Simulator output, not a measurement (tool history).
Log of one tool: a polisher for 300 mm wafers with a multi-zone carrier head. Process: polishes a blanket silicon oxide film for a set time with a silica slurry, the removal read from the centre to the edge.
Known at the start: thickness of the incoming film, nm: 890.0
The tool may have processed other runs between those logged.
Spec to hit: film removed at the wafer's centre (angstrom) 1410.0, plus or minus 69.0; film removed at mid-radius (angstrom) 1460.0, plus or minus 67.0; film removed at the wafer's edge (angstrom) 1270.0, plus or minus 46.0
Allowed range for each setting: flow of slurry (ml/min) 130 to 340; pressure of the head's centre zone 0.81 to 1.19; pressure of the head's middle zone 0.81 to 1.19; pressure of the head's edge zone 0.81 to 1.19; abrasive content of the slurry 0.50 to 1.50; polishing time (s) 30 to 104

run  hour  flow of slurry (ml/min)  pressure of the head's centre zone  pressure of the head's middle zone  pressure of the head's edge zone  abrasive content of the slurry  polishing time (s)  film removed at the wafer's centre (angstrom)  film removed at mid-radius (angstrom)  film removed at the wafer's edge (angstrom)
  1   0.0                      220                                1.00                                1.00                              1.00                            1.00                  67                                         1453.4                                 1538.4                                       1493.0
  2   1.1                      220                                1.01                                1.01                              0.96                            0.95                  67                                         1475.6                                 1524.5                                       1455.8
  3   2.9                      220                                1.01                                1.01                              0.96                            0.95                  83                                         1818.7                                 1843.5                                       1762.9
  4   6.2                      220                                1.01                                0.98                              0.96                            0.95                  83                                         1794.6                                 1792.2                                       1800.5
  5   7.7                      220                                1.01                                0.98                              1.04                            0.95                  83                                         1807.3                                 1825.7                                       1843.8
  6   8.8                      220                                1.01                                0.93                              1.04                            0.95                  83                                         1792.8                                 1736.0                                       1843.3
  7  15.5                      230                                1.04                                1.03                              0.94                            0.70                  77                                         1563.4                                 1568.2                                       1472.2
  8  23.0                      225                                1.04                                1.04                              0.92                            0.65                  77                                         1462.1                                 1504.9                                       1393.8
  9  31.8                      220                                1.05                                1.05                              0.90                            0.65                  77                                         1509.2                                 1526.9                                       1394.0
 10  38.6                      215                                1.05                                1.06                              0.88                            0.65                  77                                         1475.2                                 1559.7                                       1357.3
 11  41.9                      210                                1.05                                1.05                              0.87                            0.65                  77                                         1466.4                                 1505.8                                       1327.3
 12  45.4                      205                                1.05                                1.05                              0.86                            0.65                  77                                         1490.5                                 1537.5                                       1356.9

Exactly one of the 4 candidate moves below puts every result within its allowed miss. Which one?
  A  48.9                      190                                1.16                                1.03                              0.81                            0.80                  69                                              ?                                      ?                                            ?
  B  48.9                      225                                1.16                                1.09                              0.86                            0.75                  70                                              ?                                      ?                                            ?
  C  48.9                      250                                1.12                                1.11                              0.81                            1.00                  63                                              ?                                      ?                                            ?
  D  48.9                      215                                1.04                                1.05                              0.84                            0.55                  79                                              ?                                      ?                                            ?

move  film removed at the wafer's centre (angstrom)  film removed at mid-radius (angstrom)  film removed at the wafer's edge (angstrom)
   A                                         1566.7                                 1428.8                                       1289.4
   B                                         1591.4                                 1518.0                                       1331.5
   C                                         1568.7                                 1572.5                                       1317.6
   D                                         1408.1                                 1454.7                                       1305.3
A: corrects the largest miss of the last run, while another result sits out of spec
B: the biggest miss grows against the last run
C: the biggest miss grows against the last run
D: hits every target within its allowed miss
D is the move that brings every result within its allowed miss.
